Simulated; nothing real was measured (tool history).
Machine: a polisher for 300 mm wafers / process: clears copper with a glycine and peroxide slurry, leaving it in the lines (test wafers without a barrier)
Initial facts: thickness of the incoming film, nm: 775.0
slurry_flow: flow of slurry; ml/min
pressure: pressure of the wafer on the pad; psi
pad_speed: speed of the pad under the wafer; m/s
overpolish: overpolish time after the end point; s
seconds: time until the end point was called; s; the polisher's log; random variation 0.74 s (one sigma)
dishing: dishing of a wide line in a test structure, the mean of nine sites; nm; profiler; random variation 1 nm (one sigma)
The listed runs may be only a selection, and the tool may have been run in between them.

run  hour  slurry_flow  pressure  pad_speed  overpolish  seconds  dishing
  1   0.0          265       3.3       1.02          10  107.120   43.353
  2   0.7          265       3.7       1.04          11   93.671   50.339
  3   9.1          265       4.0       1.06          12   88.655   57.981
  4  17.9          220       4.0       1.06          12   91.571   57.742
  5  19.9          220       4.0       0.82          12  112.380   48.339
  6  28.7          230       4.3       0.88          13   99.701   57.941
  7  32.6          240       4.5       0.92          13   92.506   60.659
  8  37.3          245       4.7       0.96          13   82.407   63.450
  9  44.2          250       4.8       0.98          14   80.977   70.250
 10  52.4          255       4.9       1.00          14   78.737   72.270
 11  57.7          260       5.0       1.02          14   74.734   73.733

What will run 12 give?
 12  58.3          260       5.1       1.04          14        ?        ?

seconds: 72.910 s
dishing: 77.193 nm
